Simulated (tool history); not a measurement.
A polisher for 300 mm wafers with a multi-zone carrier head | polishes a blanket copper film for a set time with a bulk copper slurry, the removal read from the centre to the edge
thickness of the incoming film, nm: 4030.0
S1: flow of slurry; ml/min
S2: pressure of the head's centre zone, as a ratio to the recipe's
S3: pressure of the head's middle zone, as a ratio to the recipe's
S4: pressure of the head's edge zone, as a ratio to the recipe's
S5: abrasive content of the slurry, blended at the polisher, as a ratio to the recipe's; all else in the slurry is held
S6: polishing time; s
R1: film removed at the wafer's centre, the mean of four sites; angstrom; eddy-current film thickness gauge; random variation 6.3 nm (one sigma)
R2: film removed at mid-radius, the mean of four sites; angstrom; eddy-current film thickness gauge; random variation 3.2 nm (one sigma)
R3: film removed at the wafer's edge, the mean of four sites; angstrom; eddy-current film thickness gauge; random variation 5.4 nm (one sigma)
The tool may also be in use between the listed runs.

run 1 hour=0 | S1=185 S2=1 S3=1 S4=1 S5=1 S6=40 | R1=2961.1 R2=2870.6 R3=2916.7
run 2 hour=0.6 | S1=200 S2=1.01 S3=1.04 S4=1.04 S5=1.15 S6=42 | R1=3235.7 R2=3234.1 R3=3157.8
run 3 hour=9.4 | S1=200 S2=1.01 S3=1.04 S4=1.04 S5=1.25 S6=42 | R1=3239 R2=3286.7 R3=3279
run 4 hour=17.3 | S1=200 S2=1.01 S3=1.01 S4=1.04 S5=1.25 S6=42 | R1=3256.3 R2=3161.8 R3=3289.7
run 5 hour=23.8 | S1=205 S2=1.02 S3=1.04 S4=1.06 S5=1.3 S6=45 | R1=3480.4 R2=3510.2 R3=3581.5
run 6 hour=30.9 | S1=205 S2=1.02 S3=1.04 S4=1.06 S5=1.4 S6=45 | R1=3569.6 R2=3511.7 R3=3563.3
run 7 hour=39.3 | S1=205 S2=1.02 S3=1.04 S4=1.06 S5=1.4 S6=45 | R1=3501.1 R2=3549.4 R3=3511
run 8 hour=43.6 | S1=205 S2=1.02 S3=1.04 S4=1.06 S5=1.4 S6=45 | R1=3564.5 R2=3562.1 R3=3560.5
-- hour=52 slurry nozzle cleaned
run 9 hour=52 | S1=215 S2=1.03 S3=1.06 S4=1.08 S5=1.45 S6=47 | R1=4074.7 R2=4077.6 R3=3933.4
run 10 hour=56.9 | S1=225 S2=1.02 S3=1.06 S4=1.1 S5=1.45 S6=47 | R1=4001.3 R2=4105.4 R3=3939.6

Run 11 comes next. What will it give?
run 11 hour=59.2 | S1=235 S2=1.02 S3=1.06 S4=1.12 S5=1.45 S6=47 | R1=? R2=? R3=?

Run 11 gave R1 3954.2 angstrom, R2 4100.6 angstrom, R3 4049 angstrom.
